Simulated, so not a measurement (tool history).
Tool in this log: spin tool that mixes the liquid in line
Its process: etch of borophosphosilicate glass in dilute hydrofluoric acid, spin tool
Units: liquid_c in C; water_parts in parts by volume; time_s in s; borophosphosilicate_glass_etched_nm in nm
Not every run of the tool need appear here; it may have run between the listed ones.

| run | day | liquid_c | water_parts | time_s | borophosphosilicate_glass_etched_nm |
|---|---|---|---|---|---|
| 1 | 0.000 | 23.0 | 125 | 50 | 21.945 |
| 2 | 0.358 | 24.5 | 110 | 50 | 26.951 |
| 3 | 0.417 | 24.5 | 130 | 50 | 22.319 |
| 4 | 0.504 | 25.5 | 115 | 50 | 26.839 |
| 5 | 0.554 | 26.5 | 100 | 50 | 33.042 |
| 6 | 0.642 | 27.5 | 90 | 50 | 38.560 |
|  | 0.792 | hydrofluoric acid flow meter replaced |
| 7 | 0.792 | 28.0 | 85 | 50 | 39.540 |
| 8 | 1.096 | 28.5 | 75 | 50 | 46.163 |

Expected results for the next run?
| 9 | 1.325 | 29.0 | 70 | 50 | ? |

borophosphosilicate_glass_etched_nm: 50.216 nm

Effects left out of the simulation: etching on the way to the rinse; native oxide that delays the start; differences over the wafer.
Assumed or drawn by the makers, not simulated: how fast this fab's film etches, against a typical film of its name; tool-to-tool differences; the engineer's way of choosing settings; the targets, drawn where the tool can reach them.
